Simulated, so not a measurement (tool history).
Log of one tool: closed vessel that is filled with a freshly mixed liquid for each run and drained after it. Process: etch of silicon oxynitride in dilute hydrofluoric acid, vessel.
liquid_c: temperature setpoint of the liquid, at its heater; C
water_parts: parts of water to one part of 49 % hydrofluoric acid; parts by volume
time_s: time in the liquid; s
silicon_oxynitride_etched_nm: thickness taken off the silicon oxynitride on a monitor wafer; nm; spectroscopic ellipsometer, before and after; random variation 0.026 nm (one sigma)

run,day,liquid_c,water_parts,time_s,silicon_oxynitride_etched_nm
1,0.000,26.0,55,35,2.3632
2,0.171,24.5,55,35,2.1922
3,0.296,24.5,55,35,2.2180
4,0.496,24.5,55,30,1.8980
5,0.658,24.5,55,35,2.1863
6,0.683,26.5,50,35,2.6850
7,0.854,28.0,50,35,2.8622

Forecast run 8:
8,1.112,28.0,50,35,?

{"run 8": {"silicon_oxynitride_etched_nm": 2.8729}}

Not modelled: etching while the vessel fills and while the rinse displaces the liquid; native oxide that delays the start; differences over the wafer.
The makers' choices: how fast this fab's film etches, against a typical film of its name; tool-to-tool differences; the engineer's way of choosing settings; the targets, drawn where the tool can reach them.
